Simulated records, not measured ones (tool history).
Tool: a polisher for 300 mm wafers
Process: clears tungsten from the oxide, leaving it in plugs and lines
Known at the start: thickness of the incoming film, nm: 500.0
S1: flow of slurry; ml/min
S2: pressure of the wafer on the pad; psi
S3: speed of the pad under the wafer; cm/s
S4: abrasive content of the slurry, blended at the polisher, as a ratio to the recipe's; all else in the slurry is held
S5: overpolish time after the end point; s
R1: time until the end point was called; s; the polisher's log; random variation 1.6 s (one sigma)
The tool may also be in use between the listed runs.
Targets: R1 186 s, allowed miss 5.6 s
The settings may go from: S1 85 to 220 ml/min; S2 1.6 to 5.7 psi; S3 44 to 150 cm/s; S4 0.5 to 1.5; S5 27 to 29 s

run,hour,S1,S2,S3,S4,S5,R1
1,0,140,3.6,96,1,27,147.96
2,3.8,135,3.5,96,1,27,151.96
3,5.7,135,3.5,96,1,27,150.49
4,12.2,160,3.5,96,1,27,148.1
5,17.8,160,3.5,112,1,27,130.3
6,23.6,160,2.8,112,1,27,159.09
7,32.6,160,2.7,112,1,27,162.97
8,41.2,125,2.3,112,1,27,192.21
9,46.2,130,2.3,112,1,27,194.55

Which of these 4 next moves meets every target?
A,51.2,120,2.2,110,1,28,?
B,51.2,140,2.4,110,0.95,27,?
C,51.2,120,2.2,134,0.95,29,?
D,51.2,105,2.3,148,0.7,29,?

move,R1
A,205.77
B,188.38
C,177.42
D,172.76
A: further off than the last run
B: meets every target
C: takes the result that was furthest off past its target
D: takes the result that was furthest off past its target
The right move is B.

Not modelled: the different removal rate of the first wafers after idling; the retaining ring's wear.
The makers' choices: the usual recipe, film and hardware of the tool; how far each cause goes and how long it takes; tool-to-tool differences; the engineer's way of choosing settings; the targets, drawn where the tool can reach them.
